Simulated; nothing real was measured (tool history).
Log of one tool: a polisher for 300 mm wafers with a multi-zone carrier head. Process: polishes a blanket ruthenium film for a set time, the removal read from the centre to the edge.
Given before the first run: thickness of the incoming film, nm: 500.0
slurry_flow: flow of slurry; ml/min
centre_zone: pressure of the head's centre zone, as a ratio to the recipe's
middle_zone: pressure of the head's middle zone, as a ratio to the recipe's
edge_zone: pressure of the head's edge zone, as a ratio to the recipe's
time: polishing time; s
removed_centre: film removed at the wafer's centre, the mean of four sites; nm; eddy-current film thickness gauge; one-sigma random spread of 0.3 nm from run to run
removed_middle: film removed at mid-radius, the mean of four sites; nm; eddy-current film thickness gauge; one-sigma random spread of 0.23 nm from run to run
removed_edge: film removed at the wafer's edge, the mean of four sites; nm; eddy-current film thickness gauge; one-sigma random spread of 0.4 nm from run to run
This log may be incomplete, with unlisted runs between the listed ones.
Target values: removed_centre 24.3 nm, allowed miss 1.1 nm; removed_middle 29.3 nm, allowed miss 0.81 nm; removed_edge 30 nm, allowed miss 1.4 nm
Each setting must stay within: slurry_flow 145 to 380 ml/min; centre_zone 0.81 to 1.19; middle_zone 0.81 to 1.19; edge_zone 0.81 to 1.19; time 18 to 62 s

run 1 hour=0 | slurry_flow=245 centre_zone=1 middle_zone=1 edge_zone=1 time=40 | removed_centre=39.229 removed_middle=38.427 removed_edge=38.519
run 2 hour=2.3 | slurry_flow=240 centre_zone=0.97 middle_zone=1 edge_zone=1 time=39 | removed_centre=36.305 removed_middle=37.639 removed_edge=38.599
run 3 hour=3 | slurry_flow=240 centre_zone=0.97 middle_zone=1.08 edge_zone=1 time=39 | removed_centre=37.124 removed_middle=40.164 removed_edge=38.667
run 4 hour=8.9 | slurry_flow=240 centre_zone=0.95 middle_zone=1.06 edge_zone=0.99 time=38 | removed_centre=35.039 removed_middle=39.072 removed_edge=36.675
run 5 hour=12.5 | slurry_flow=240 centre_zone=0.95 middle_zone=1.06 edge_zone=0.99 time=34 | removed_centre=31.021 removed_middle=34.89 removed_edge=33.492
run 6 hour=14.4 | slurry_flow=235 centre_zone=0.94 middle_zone=1.04 edge_zone=0.98 time=34 | removed_centre=30.887 removed_middle=33.637 removed_edge=33.597
run 7 hour=17.1 | slurry_flow=235 centre_zone=0.94 middle_zone=1.04 edge_zone=0.98 time=34 | removed_centre=31.519 removed_middle=34.135 removed_edge=33.575
run 8 hour=19.9 | slurry_flow=235 centre_zone=0.93 middle_zone=1.04 edge_zone=0.98 time=33 | removed_centre=30.303 removed_middle=33.374 removed_edge=31.449
run 9 hour=21.7 | slurry_flow=230 centre_zone=0.92 middle_zone=1.03 edge_zone=1 time=33 | removed_centre=29.709 removed_middle=32.769 removed_edge=31.327
run 10 hour=25.8 | slurry_flow=245 centre_zone=0.91 middle_zone=1.02 edge_zone=0.97 time=33 | removed_centre=29.176 removed_middle=32.237 removed_edge=31.343
run 11 hour=34.4 | slurry_flow=245 centre_zone=0.9 middle_zone=1.01 edge_zone=1 time=33 | removed_centre=29.049 removed_middle=32.375 removed_edge=31.56
run 12 hour=40.8 | slurry_flow=240 centre_zone=0.89 middle_zone=1 edge_zone=1.03 time=33 | removed_centre=28.458 removed_middle=31.825 removed_edge=33.465
run 13 hour=46.2 | slurry_flow=240 centre_zone=0.88 middle_zone=1 edge_zone=1.03 time=33 | removed_centre=28.569 removed_middle=31.877 removed_edge=32.068
run 14 hour=46.7 | slurry_flow=240 centre_zone=0.87 middle_zone=1 edge_zone=1.04 time=33 | removed_centre=27.65 removed_middle=32.144 removed_edge=33.326
run 15 hour=48.8 | slurry_flow=240 centre_zone=0.87 middle_zone=1 edge_zone=1.04 time=33 | removed_centre=27.803 removed_middle=31.636 removed_edge=32.267
run 16 hour=55.6 | slurry_flow=240 centre_zone=0.86 middle_zone=1 edge_zone=1.04 time=33 | removed_centre=27.326 removed_middle=31.924 removed_edge=33.255
run 17 hour=63.5 | slurry_flow=210 centre_zone=0.81 middle_zone=0.97 edge_zone=0.94 time=30 | removed_centre=23.366 removed_middle=27.765 removed_edge=28.091

4 next moves are on the table. One of them brings every result within its allowed miss. Which?
run A hour=71.4 | slurry_flow=290 centre_zone=0.86 middle_zone=0.93 edge_zone=0.9 time=27 | removed_centre=? removed_middle=? removed_edge=?
run B hour=71.4 | slurry_flow=230 centre_zone=1 middle_zone=0.98 edge_zone=0.96 time=27 | removed_centre=? removed_middle=? removed_edge=?
run C hour=71.4 | slurry_flow=265 centre_zone=0.91 middle_zone=0.92 edge_zone=0.98 time=28 | removed_centre=? removed_middle=? removed_edge=?
run D hour=71.4 | slurry_flow=195 centre_zone=0.81 middle_zone=0.97 edge_zone=0.96 time=32 | removed_centre=? removed_middle=? removed_edge=?

move=A removed_centre=23.151 removed_middle=25.241 removed_edge=25.791
move=B removed_centre=26.265 removed_middle=25.739 removed_edge=25.894
move=C removed_centre=25.171 removed_middle=25.708 removed_edge=27.38
move=D removed_centre=24.625 removed_middle=29.69 removed_edge=30.251
A: further off than the last run
B: further off than the last run
C: further off than the last run
D: each result inside its tolerance
Answer: D
